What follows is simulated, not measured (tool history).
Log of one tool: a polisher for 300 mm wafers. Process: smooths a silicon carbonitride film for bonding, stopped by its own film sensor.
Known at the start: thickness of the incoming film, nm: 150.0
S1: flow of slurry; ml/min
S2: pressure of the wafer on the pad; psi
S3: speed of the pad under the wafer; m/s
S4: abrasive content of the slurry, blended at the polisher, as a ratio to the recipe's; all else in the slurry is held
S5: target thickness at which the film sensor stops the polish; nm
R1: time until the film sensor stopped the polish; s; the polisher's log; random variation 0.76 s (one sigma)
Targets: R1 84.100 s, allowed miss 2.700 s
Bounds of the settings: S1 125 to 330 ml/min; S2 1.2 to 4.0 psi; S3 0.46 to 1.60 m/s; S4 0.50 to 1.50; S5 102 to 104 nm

run,hour,S1,S2,S3,S4,S5,R1
1,0.0,210,2.6,1.02,1.00,104,146.530
2,3.3,210,2.6,1.02,0.90,104,150.300
3,11.8,215,2.9,1.02,0.90,104,137.680
4,13.6,215,2.9,0.80,0.90,104,165.340
5,21.3,215,3.1,0.86,0.90,104,147.040
6,28.9,215,3.1,0.86,0.90,102,155.980
7,32.3,215,3.3,0.94,0.90,102,136.090
8,36.5,215,3.4,1.00,0.90,102,125.980
9,41.3,215,3.5,1.04,0.90,102,119.880
10,47.2,215,3.6,1.08,0.90,102,111.890
11,56.0,215,3.7,1.12,0.90,102,106.050
12,57.6,215,3.8,1.16,0.90,102,100.860
13,65.9,215,3.8,1.20,0.90,102,97.947
14,67.3,230,4.0,1.30,0.90,102,86.877

Which of these 4 next moves meets every target?
A,68.7,245,4.0,1.18,0.90,103,?
B,68.7,290,3.6,1.36,1.00,103,?
C,68.7,225,3.9,1.32,0.85,102,?
D,68.7,170,3.9,1.26,1.00,103,?

move,R1
A,91.993
B,85.746
C,90.617
D,90.590
A: further off than the last run
B: meets every target
C: further off than the last run
D: further off than the last run
Answer: B
